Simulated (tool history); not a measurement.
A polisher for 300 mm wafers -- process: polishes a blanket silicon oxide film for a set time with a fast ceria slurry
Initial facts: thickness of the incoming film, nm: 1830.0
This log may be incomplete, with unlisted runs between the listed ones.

run  hour  flow of slurry (ml/min)  pressure of the wafer on the pad (psi)  speed of the pad under the wafer (m/s)  polishing time (s)  film removed (nm)
  1     0                      220                                     2.3                                    1.14                  25             379.49
  2   1.7                      245                                     2.3                                    1.14                  25             380.18
  3   3.6                      290                                     2.3                                    1.14                  25             394.89
  4  10.1                      290                                     1.9                                    1.14                  25             322.95
  5  17.4                      290                                     2.1                                    1.14                  25             353.65
  6  25.1                      255                                     2.1                                    1.14                  25             345.21
  7  31.7                      260                                     2.3                                    1.14                  25             381.45
  8    37                      260                                     2.3                                    1.14                  25             386.58
  9  41.4                      260                                     2.4                                    1.14                  25             405.21
 10    50                      260                                     2.5                                    1.14                  25              414.9
 11  56.7                      260                                     2.6                                    1.14                  25             433.43

For run 12, what comes out?
 12  60.1                      260                                     2.7                                    1.14                  25                  ?

{"run 12": {"film removed (nm)": 452.05}}

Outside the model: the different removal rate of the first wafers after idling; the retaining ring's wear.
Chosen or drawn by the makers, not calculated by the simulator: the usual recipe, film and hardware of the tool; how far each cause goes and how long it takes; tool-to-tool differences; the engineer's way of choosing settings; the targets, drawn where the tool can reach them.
